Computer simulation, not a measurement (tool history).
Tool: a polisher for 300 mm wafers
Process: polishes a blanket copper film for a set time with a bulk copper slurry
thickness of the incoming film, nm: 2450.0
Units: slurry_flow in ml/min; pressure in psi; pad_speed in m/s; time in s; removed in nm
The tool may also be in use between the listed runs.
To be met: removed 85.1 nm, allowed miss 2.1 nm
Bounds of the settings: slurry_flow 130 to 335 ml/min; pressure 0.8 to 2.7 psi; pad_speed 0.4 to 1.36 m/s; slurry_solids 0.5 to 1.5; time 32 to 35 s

{"run": 1, "hour": 0.0, "slurry_flow": 215, "pressure": 1.7, "pad_speed": 0.88, "slurry_solids": 1, "time": 35, "removed": 150.99}
{"run": 2, "hour": 6.4, "slurry_flow": 210, "pressure": 1.5, "pad_speed": 0.88, "slurry_solids": 1, "time": 35, "removed": 137.64}
{"run": 3, "hour": 12.2, "slurry_flow": 210, "pressure": 1.3, "pad_speed": 0.86, "slurry_solids": 1, "time": 35, "removed": 120.34}
{"run": 4, "hour": 14.6, "slurry_flow": 210, "pressure": 1.2, "pad_speed": 0.84, "slurry_solids": 1, "time": 35, "removed": 111.04}
{"run": 5, "hour": 16.8, "slurry_flow": 210, "pressure": 1.1, "pad_speed": 0.84, "slurry_solids": 1, "time": 35, "removed": 105.34}
{"run": 6, "hour": 23.2, "slurry_flow": 205, "pressure": 1, "pad_speed": 0.84, "slurry_solids": 1, "time": 35, "removed": 100.15}
{"run": 7, "hour": 31.8, "slurry_flow": 205, "pressure": 1, "pad_speed": 0.82, "slurry_solids": 1, "time": 35, "removed": 96.933}
{"run": 8, "hour": 35.5, "slurry_flow": 200, "pressure": 1, "pad_speed": 0.82, "slurry_solids": 1, "time": 35, "removed": 96.156}
{"run": 9, "hour": 39.6, "slurry_flow": 190, "pressure": 1, "pad_speed": 0.82, "slurry_solids": 1, "time": 35, "removed": 95.499}
{"run": 10, "hour": 45.6, "slurry_flow": 180, "pressure": 1, "pad_speed": 0.82, "slurry_solids": 1, "time": 35, "removed": 94.16}
{"run": 11, "hour": 51.3, "slurry_flow": 170, "pressure": 1, "pad_speed": 0.82, "slurry_solids": 1, "time": 35, "removed": 92.873}
{"run": 12, "hour": 53.7, "slurry_flow": 165, "pressure": 1, "pad_speed": 0.82, "slurry_solids": 1, "time": 35, "removed": 92.647}
{"run": 13, "hour": 60.6, "slurry_flow": 160, "pressure": 1, "pad_speed": 0.82, "slurry_solids": 1, "time": 35, "removed": 91.878}
{"run": 14, "hour": 65.7, "slurry_flow": 155, "pressure": 1, "pad_speed": 0.82, "slurry_solids": 1, "time": 35, "removed": 91.314}
{"run": 15, "hour": 70.1, "slurry_flow": 150, "pressure": 1, "pad_speed": 0.82, "slurry_solids": 1, "time": 35, "removed": 90.892}
{"run": 16, "hour": 74.8, "slurry_flow": 145, "pressure": 1, "pad_speed": 0.82, "slurry_solids": 1, "time": 35, "removed": 90.294}

Which of these 5 next moves meets every target?
{"run": "A", "hour": 79.5, "slurry_flow": 195, "pressure": 1, "pad_speed": 0.8, "slurry_solids": 0.75, "time": 35, "removed": "?"}
{"run": "B", "hour": 79.5, "slurry_flow": 155, "pressure": 1.1, "pad_speed": 0.82, "slurry_solids": 0.9, "time": 33, "removed": "?"}
{"run": "C", "hour": 79.5, "slurry_flow": 165, "pressure": 1, "pad_speed": 0.7, "slurry_solids": 0.9, "time": 35, "removed": "?"}
{"run": "D", "hour": 79.5, "slurry_flow": 175, "pressure": 0.9, "pad_speed": 0.84, "slurry_solids": 1.05, "time": 35, "removed": "?"}
{"run": "E", "hour": 79.5, "slurry_flow": 145, "pressure": 0.9, "pad_speed": 0.84, "slurry_solids": 1.05, "time": 34, "removed": "?"}

move=A removed=89.023
move=B removed=90.519
move=C removed=78.404
move=D removed=90.856
move=E removed=85.091
A: nearer than the last run, and not there yet
B: as far off as the last run
C: takes the result that was furthest off past its target
D: further off than the last run
E: meets every target
Answer: E
